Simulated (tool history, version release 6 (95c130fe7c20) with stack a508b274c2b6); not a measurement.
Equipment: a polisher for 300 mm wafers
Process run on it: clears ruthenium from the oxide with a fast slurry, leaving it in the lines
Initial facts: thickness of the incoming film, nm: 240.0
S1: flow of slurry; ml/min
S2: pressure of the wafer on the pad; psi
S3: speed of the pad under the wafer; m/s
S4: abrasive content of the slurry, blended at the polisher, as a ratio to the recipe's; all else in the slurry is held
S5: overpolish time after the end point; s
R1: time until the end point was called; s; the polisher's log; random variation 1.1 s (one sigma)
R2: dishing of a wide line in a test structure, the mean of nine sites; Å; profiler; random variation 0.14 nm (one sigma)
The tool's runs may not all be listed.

run 1 day=0.000 | S1=170 S2=3.3 S3=0.94 S4=1.00 S5=11 | R1=58.256 R2=348.51
run 2 day=0.246 | S1=170 S2=3.3 S3=0.94 S4=1.00 S5=15 | R1=56.927 R2=447.81
run 3 day=0.512 | S1=170 S2=3.3 S3=0.90 S4=1.00 S5=14 | R1=61.133 R2=411.17
run 4 day=0.842 | S1=160 S2=3.1 S3=0.96 S4=0.95 S5=13 | R1=60.597 R2=378.11
run 5 day=0.871 | S1=160 S2=3.1 S3=0.96 S4=1.15 S5=13 | R1=55.946 R2=405.92
run 6 day=1.088 | S1=160 S2=3.7 S3=0.96 S4=1.15 S5=13 | R1=50.323 R2=468.28
run 7 day=1.171 | S1=175 S2=3.4 S3=0.98 S4=1.05 S5=12 | R1=53.463 R2=405.42

For run 8, what comes out?
run 8 day=1.442 | S1=165 S2=3.2 S3=1.00 S4=1.00 S5=11 | R1=? R2=?

{"run 8": {"R1": 58.03, "R2": 362.47}}
